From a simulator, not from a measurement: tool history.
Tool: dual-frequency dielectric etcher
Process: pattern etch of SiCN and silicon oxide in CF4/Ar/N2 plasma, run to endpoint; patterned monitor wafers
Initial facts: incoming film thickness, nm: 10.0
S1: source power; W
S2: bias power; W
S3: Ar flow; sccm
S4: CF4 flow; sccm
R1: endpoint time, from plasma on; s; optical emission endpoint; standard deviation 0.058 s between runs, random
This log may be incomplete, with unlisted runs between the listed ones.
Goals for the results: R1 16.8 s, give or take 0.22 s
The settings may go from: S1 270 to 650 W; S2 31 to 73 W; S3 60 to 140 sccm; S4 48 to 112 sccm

run  hour   S1  S2   S3  S4      R1
  1     0  460  52  100  80  12.153
  2   8.6  420  52  100  80  13.182
  3  13.4  420  61  100  80   12.55
  4  19.5  420  54  100  80  13.049
  5  21.8  420  54  100  71  13.185
  6  29.8  420  54  109  71  13.412
  7  36.3  400  54  109  71  13.986
  8  37.4  380  54  109  71  14.763
  9  41.7  370  54  109  71  15.026
     47.1  -- source power generator calibrated
 10  47.1  300  54  109  71  18.545
 11  55.5  300  54  109  71  18.507
 12  56.9  300  54  109  71  18.516
 13  59.8  310  54  109  71  17.995
 14  63.2  320  54  109  71  17.588

Pick the move, out of 5, that brings all results within their allowed miss; only one does.
  A  66.6  310  54  111  73   ?
  B  66.6  310  50  110  68   ?
  C  66.6  280  61   96  69   ?
  D  66.6  300  53  104  76   ?
  E  66.6  320  61  100  62   ?

move      R1
   A  17.974
   B  18.448
   C  18.619
   D  18.321
   E  16.788
A: misses by more than the last run did
B: misses by more than the last run did
C: misses by more than the last run did
D: misses by more than the last run did
E: in spec on every target
Go with E: it meets all targets.

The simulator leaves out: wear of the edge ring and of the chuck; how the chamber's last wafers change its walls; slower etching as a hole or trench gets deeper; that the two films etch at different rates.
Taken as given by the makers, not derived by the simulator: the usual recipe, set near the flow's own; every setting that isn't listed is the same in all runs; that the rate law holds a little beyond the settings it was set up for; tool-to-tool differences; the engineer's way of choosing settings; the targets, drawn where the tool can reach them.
